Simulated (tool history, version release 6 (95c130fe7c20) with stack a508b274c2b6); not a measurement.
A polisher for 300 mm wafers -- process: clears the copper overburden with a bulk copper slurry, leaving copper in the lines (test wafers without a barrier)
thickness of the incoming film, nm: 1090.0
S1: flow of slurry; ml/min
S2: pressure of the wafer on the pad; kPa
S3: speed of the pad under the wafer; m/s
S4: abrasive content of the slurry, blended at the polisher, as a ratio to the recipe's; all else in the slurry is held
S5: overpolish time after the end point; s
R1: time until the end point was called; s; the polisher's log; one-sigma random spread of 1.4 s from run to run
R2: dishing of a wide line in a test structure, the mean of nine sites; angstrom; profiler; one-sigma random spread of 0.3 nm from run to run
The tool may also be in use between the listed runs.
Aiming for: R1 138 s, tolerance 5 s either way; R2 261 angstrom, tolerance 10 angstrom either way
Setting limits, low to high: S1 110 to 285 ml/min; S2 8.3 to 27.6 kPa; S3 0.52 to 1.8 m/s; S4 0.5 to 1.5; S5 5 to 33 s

| run | hour | S1 | S2 | S3 | S4 | S5 | R1 | R2 |
|---|---|---|---|---|---|---|---|---|
| 1 | 0 | 180 | 17.9 | 1.16 | 1 | 17 | 103.34 | 283.24 |
| 2 | 3.1 | 180 | 17.9 | 1.32 | 1 | 17 | 94.301 | 289.36 |
| 3 | 8.5 | 180 | 17.9 | 1.32 | 1 | 23 | 94.583 | 284.88 |
| 4 | 12.8 | 180 | 17.9 | 1.32 | 1 | 26 | 95.525 | 287.9 |
| 5 | 20.6 | 180 | 17.9 | 1.44 | 1 | 26 | 87.426 | 287.56 |
| 6 | 28.2 | 180 | 16.5 | 1.46 | 1 | 26 | 92.501 | 286.61 |
| 7 | 35 | 180 | 15.2 | 1.46 | 1 | 25 | 100.22 | 281.92 |
| 8 | 40.2 | 180 | 13.8 | 1.48 | 1 | 24 | 110.45 | 278.15 |
| 9 | 47.8 | 180 | 13.1 | 1.5 | 1 | 23 | 113.85 | 271.87 |
| 10 | 48.5 | 170 | 9.7 | 1.5 | 1 | 23 | 154.97 | 255.37 |
| 11 | 55.8 | 175 | 9.7 | 1.5 | 1 | 23 | 156.57 | 261.06 |
| 12 | 60.5 | 175 | 9.7 | 1.5 | 1 | 23 | 153.87 | 253.5 |
| 13 | 64 | 180 | 9.7 | 1.5 | 1 | 24 | 155.13 | 262.7 |
| 14 | 65.6 | 185 | 11.7 | 1.52 | 1 | 20 | 126.8 | 270.34 |
| 15 | 72.3 | 180 | 11.7 | 1.52 | 1 | 20 | 128.55 | 267 |
| 16 | 78.9 | 155 | 10.3 | 1.52 | 1 | 18 | 146.28 | 252.02 |
| 17 | 82.9 | 155 | 10.3 | 1.52 | 1 | 18 | 148.11 | 258.33 |

Which of these 5 next moves meets every target?
| A | 86.9 | 270 | 11.7 | 0.98 | 1.25 | 21 | ? | ? |
| B | 86.9 | 185 | 11 | 1.26 | 1 | 20 | ? | ? |
| C | 86.9 | 230 | 15.2 | 0.74 | 0.95 | 27 | ? | ? |
| D | 86.9 | 205 | 11.7 | 1.16 | 0.9 | 17 | ? | ? |
| E | 86.9 | 195 | 12.4 | 1.26 | 1 | 15 | ? | ? |

| move | R1 | R2 |
|---|---|---|
| A | 159.49 | 267.28 |
| B | 155.91 | 264.14 |
| C | 162.63 | 281.61 |
| D | 157.75 | 261.73 |
| E | 138.21 | 264.18 |
A: the biggest miss grows against the last run
B: the biggest miss grows against the last run
C: the biggest miss grows against the last run
D: the biggest miss grows against the last run
E: meets every target
The right move is E.
